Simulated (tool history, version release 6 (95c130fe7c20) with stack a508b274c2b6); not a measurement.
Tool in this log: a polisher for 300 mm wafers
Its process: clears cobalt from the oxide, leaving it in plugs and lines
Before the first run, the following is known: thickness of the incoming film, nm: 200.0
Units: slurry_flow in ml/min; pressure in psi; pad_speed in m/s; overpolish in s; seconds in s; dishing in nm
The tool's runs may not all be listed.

| run | day | slurry_flow | pressure | pad_speed | overpolish | seconds | dishing |
|---|---|---|---|---|---|---|---|
| 1 | 0 | 140 | 2.4 | 0.82 | 27 | 47.205 | 46.472 |
| 2 | 0.367 | 140 | 2.4 | 0.92 | 27 | 43.228 | 48.401 |
| 3 | 0.617 | 140 | 2.4 | 0.84 | 27 | 48.264 | 48.08 |
| 4 | 0.858 | 140 | 2.5 | 0.84 | 27 | 45.422 | 47.937 |
| 5 | 0.938 | 115 | 2.5 | 0.84 | 27 | 47.821 | 47.006 |
| 6 | 1.142 | 115 | 2.5 | 0.92 | 27 | 44.314 | 48.289 |
| 7 | 1.229 | 120 | 2.5 | 0.92 | 27 | 43.211 | 49.533 |
| 8 | 1.371 | 130 | 2.6 | 0.92 | 28 | 41.289 | 49.365 |
| 9 | 1.438 | 130 | 2.6 | 0.92 | 29 | 40.344 | 50.233 |

Run 10 has not been measured yet. What should we expect?
| 10 | 1.492 | 130 | 2.6 | 0.92 | 29 | ? | ? |

seconds: 40.284 s
dishing: 50.453 nm

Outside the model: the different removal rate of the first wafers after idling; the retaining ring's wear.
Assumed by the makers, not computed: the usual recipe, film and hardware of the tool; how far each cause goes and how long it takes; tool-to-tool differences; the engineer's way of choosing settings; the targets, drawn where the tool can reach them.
